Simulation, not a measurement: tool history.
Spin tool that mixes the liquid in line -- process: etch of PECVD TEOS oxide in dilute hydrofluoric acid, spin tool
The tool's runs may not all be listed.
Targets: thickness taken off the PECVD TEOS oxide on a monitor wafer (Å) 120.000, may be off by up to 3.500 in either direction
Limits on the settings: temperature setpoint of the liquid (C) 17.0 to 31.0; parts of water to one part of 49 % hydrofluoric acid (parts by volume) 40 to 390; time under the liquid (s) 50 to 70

run,day,temperature setpoint of the liquid (C),parts of water to one part of 49 % hydrofluoric acid (parts by volume),time under the liquid (s),thickness taken off the PECVD TEOS oxide on a monitor wafer (Å)
1,0.000,23.0,215,70,41.150
2,0.221,24.5,185,70,51.586
3,0.396,24.5,140,70,72.163
4,0.500,25.5,130,70,82.789
5,0.525,26.5,125,70,87.640
6,0.796,26.5,125,50,63.650
7,1.042,26.5,105,50,76.357
8,1.158,27.0,90,50,93.545
9,1.383,31.0,90,50,109.350
10,1.633,31.0,85,50,115.720
11,1.871,31.0,80,50,124.560

Of the 4 settings listed for the next run, only one would bring every result within its allowed miss of target. Which one?
A,2.108,31.0,100,70,?
B,2.108,29.0,105,70,?
C,2.108,30.0,75,50,?
D,2.108,30.5,75,50,?

move,thickness taken off the PECVD TEOS oxide on a monitor wafer (Å)
A,136.180
B,119.350
C,129.190
D,131.740
A: moves away from the targets compared with the last run
B: each result inside its tolerance
C: moves away from the targets compared with the last run
D: moves away from the targets compared with the last run
B meets every target.

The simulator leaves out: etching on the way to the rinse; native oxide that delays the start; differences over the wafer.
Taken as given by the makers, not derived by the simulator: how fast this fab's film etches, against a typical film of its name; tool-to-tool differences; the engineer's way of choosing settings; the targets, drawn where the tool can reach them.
